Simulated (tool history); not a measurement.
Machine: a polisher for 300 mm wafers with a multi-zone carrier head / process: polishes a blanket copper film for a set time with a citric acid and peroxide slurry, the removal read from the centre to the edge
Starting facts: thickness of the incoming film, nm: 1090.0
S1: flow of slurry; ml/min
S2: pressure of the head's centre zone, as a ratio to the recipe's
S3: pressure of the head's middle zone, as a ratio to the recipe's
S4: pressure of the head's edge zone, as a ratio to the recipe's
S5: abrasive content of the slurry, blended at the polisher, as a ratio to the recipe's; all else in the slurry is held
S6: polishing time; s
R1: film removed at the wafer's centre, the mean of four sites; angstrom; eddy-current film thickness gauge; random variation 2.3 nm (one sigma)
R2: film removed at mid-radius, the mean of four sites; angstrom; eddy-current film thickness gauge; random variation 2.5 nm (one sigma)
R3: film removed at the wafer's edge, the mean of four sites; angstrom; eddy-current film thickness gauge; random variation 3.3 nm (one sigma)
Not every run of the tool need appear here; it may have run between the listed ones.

run	hour	S1	S2	S3	S4	S5	S6	R1	R2	R3
1	0	125	1	1	1	1	73	1988.9	2192.6	2162.5
2	2.2	125	1	1	1.04	1	73	1987.7	2189.8	2170.7
3	9.1	105	1	1	1.04	1	73	1885.4	2108.3	2152.9
4	16.9	105	1	1	1.04	0.8	73	1778.2	1928.4	2011.7
# hour 24.5: centre zone pressure recalibrated
5	24.5	120	1.04	1.01	1.04	0.85	73	2141.5	2067.2	2057.4
6	25.9	130	1.04	1.01	1.05	0.9	73	2189.5	2182.8	2178.1

Run 7, settings as shown, results not yet in. Your forecast:
7	34.5	130	1.04	1.01	1.05	0.9	73	?	?	?

{"run 7": {"R1": 2220.6, "R2": 2186.8, "R3": 2195.8}}
